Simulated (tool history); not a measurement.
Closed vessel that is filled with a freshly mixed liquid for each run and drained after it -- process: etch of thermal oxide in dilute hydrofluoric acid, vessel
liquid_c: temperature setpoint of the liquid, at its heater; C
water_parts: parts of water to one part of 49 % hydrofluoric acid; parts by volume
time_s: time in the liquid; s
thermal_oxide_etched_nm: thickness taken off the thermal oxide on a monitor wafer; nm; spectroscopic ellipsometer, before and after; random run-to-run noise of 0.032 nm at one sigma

run 1 hour=0.0 | liquid_c=23.0 water_parts=290 time_s=620 | thermal_oxide_etched_nm=8.6013
run 2 hour=5.8 | liquid_c=23.0 water_parts=190 time_s=620 | thermal_oxide_etched_nm=14.4150
run 3 hour=10.9 | liquid_c=23.0 water_parts=95 time_s=620 | thermal_oxide_etched_nm=32.3920
run 4 hour=11.8 | liquid_c=23.0 water_parts=145 time_s=620 | thermal_oxide_etched_nm=19.9560
run 5 hour=13.8 | liquid_c=20.5 water_parts=145 time_s=620 | thermal_oxide_etched_nm=18.2290
run 6 hour=15.9 | liquid_c=19.5 water_parts=200 time_s=620 | thermal_oxide_etched_nm=11.8650
run 7 hour=23.6 | liquid_c=18.5 water_parts=240 time_s=620 | thermal_oxide_etched_nm=9.1890

For run 8, what comes out?
run 8 hour=31.2 | liquid_c=18.0 water_parts=270 time_s=620 | thermal_oxide_etched_nm=?

thermal_oxide_etched_nm: 7.8452 nm

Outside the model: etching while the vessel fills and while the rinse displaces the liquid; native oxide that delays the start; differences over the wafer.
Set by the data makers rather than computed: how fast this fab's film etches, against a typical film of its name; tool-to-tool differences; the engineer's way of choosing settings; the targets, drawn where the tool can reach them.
